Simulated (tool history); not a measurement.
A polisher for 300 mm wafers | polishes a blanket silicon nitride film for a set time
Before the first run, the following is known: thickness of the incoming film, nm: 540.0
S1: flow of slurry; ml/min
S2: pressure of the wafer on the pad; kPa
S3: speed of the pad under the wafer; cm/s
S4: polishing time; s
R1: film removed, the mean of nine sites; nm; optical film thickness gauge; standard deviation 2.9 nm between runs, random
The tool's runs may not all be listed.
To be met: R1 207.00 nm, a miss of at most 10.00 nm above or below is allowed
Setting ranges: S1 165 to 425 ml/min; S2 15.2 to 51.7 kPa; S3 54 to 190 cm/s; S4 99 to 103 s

| run | hour | S1 | S2 | S3 | S4 | R1 |
|---|---|---|---|---|---|---|
| 1 | 0.0 | 275 | 33.1 | 122 | 99 | 327.60 |
| 2 | 4.9 | 275 | 36.5 | 122 | 99 | 361.20 |
| 3 | 8.2 | 275 | 31.0 | 120 | 99 | 299.58 |
| 4 | 14.4 | 315 | 31.0 | 120 | 99 | 301.92 |
| 5 | 22.0 | 315 | 27.6 | 118 | 99 | 266.00 |
| 6 | 22.6 | 315 | 34.5 | 118 | 99 | 345.15 |
| 7 | 29.0 | 305 | 30.3 | 116 | 99 | 295.27 |
| 8 | 31.7 | 305 | 27.6 | 114 | 99 | 264.18 |
| 9 | 39.3 | 305 | 25.5 | 114 | 99 | 243.71 |
| 10 | 40.1 | 305 | 20.0 | 112 | 99 | 190.42 |
| 11 | 46.3 | 305 | 20.7 | 112 | 99 | 194.35 |

Below are 4 possible settings for the next run. Only one of them brings all results inside the allowed miss of their targets. Which is it?
| A | 52.5 | 280 | 22.8 | 110 | 99 | ? |
| B | 52.5 | 250 | 19.3 | 112 | 101 | ? |
| C | 52.5 | 165 | 26.2 | 80 | 103 | ? |
| D | 52.5 | 305 | 29.6 | 70 | 99 | ? |

| move | R1 |
|---|---|
| A | 205.70 |
| B | 179.88 |
| C | 177.12 |
| D | 186.34 |
A: each result inside its tolerance
B: the biggest miss grows against the last run
C: the biggest miss grows against the last run
D: the biggest miss grows against the last run
Go with A: it meets all targets.
